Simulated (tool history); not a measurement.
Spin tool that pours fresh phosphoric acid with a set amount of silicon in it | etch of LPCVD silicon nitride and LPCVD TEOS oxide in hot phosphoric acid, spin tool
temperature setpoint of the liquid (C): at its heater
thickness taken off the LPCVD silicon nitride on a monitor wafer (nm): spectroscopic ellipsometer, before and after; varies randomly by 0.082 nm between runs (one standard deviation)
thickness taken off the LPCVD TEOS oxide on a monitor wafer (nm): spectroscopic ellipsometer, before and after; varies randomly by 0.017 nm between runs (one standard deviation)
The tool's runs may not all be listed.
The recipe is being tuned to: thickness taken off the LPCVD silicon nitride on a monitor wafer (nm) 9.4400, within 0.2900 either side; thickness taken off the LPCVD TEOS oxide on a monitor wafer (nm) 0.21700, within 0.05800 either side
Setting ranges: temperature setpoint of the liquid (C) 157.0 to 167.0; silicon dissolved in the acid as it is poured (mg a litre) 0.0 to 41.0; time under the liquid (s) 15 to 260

| run | day | temperature setpoint of the liquid (C) | silicon dissolved in the acid as it is poured (mg a litre) | time under the liquid (s) | thickness taken off the LPCVD silicon nitride on a monitor wafer (nm) | thickness taken off the LPCVD TEOS oxide on a monitor wafer (nm) |
|---|---|---|---|---|---|---|
| 1 | 0.000 | 162.0 | 18.0 | 130 | 10.9810 | 0.39206 |
| 2 | 0.138 | 162.0 | 27.0 | 130 | 10.9320 | 0.32766 |
| 3 | 0.350 | 162.0 | 27.0 | 85 | 7.3462 | 0.19207 |
| 4 | 0.692 | 162.5 | 28.5 | 90 | 7.7830 | 0.16772 |
| 5 | 0.946 | 162.5 | 28.5 | 60 | 5.2295 | 0.13230 |
| 6 | 1.012 | 162.5 | 22.0 | 60 | 5.2595 | 0.16897 |
| 7 | 1.121 | 165.0 | 33.5 | 125 | 11.5130 | 0.27679 |
| 8 | 1.279 | 164.5 | 33.0 | 125 | 11.7320 | 0.27893 |
| 9 | 1.304 | 164.0 | 32.5 | 125 | 11.5010 | 0.26935 |

Which single option among these 5 for the next run brings every result within its allowed miss of target? Just one does.
| A | 1.329 | 164.5 | 32.5 | 185 | ? | ? |
| B | 1.329 | 163.5 | 30.5 | 100 | ? | ? |
| C | 1.329 | 161.5 | 11.0 | 120 | ? | ? |
| D | 1.329 | 163.5 | 32.0 | 105 | ? | ? |
| E | 1.329 | 165.5 | 36.5 | 110 | ? | ? |

| move | thickness taken off the LPCVD silicon nitride on a monitor wafer (nm) | thickness taken off the LPCVD TEOS oxide on a monitor wafer (nm) |
|---|---|---|
| A | 17.0110 | 0.37894 |
| B | 8.8970 | 0.20739 |
| C | 9.9905 | 0.38604 |
| D | 9.3419 | 0.20443 |
| E | 10.4520 | 0.19918 |
A: misses by more than the last run did
B: the result that was furthest off in the last run now lies on the other side of its target
C: better than the last run, though not everything is in spec
D: every result within its allowed miss
E: better than the last run, though not everything is in spec
Correct choice: D, which meets every target
